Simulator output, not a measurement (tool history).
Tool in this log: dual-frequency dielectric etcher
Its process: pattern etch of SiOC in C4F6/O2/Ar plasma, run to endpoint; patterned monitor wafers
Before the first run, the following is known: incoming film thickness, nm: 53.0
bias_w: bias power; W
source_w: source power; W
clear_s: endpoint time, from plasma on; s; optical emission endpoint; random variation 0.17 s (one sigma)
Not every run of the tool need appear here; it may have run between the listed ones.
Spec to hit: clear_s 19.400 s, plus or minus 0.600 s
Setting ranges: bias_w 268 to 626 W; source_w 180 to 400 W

| run | day | bias_w | source_w | clear_s |
|---|---|---|---|---|
| 1 | 0.000 | 447 | 290 | 23.043 |
| 2 | 0.300 | 447 | 270 | 23.216 |
| 3 | 0.650 | 468 | 280 | 22.597 |
| 4 | 0.925 | 416 | 280 | 23.410 |
| 5 | 1.079 | 438 | 290 | 22.555 |
| 6 | 1.196 | 450 | 300 | 22.247 |
| 7 | 1.308 | 464 | 310 | 21.949 |
| 8 | 1.592 | 477 | 320 | 21.536 |
| 9 | 1.679 | 489 | 330 | 21.124 |

Consider the 5 candidate settings below. Which is the only one whose results all fall within their allowed miss of target?
| A | 1.767 | 467 | 300 | ? |
| B | 1.767 | 438 | 330 | ? |
| C | 1.767 | 391 | 260 | ? |
| D | 1.767 | 626 | 390 | ? |
| E | 1.767 | 494 | 400 | ? |

| move | clear_s |
|---|---|
| A | 22.046 |
| B | 21.673 |
| C | 24.388 |
| D | 18.381 |
| E | 19.530 |
A: the biggest miss grows against the last run
B: the biggest miss grows against the last run
C: the biggest miss grows against the last run
D: the result that was furthest off in the last run now lies on the other side of its target
E: meets every target
Correct choice: E, which meets every target

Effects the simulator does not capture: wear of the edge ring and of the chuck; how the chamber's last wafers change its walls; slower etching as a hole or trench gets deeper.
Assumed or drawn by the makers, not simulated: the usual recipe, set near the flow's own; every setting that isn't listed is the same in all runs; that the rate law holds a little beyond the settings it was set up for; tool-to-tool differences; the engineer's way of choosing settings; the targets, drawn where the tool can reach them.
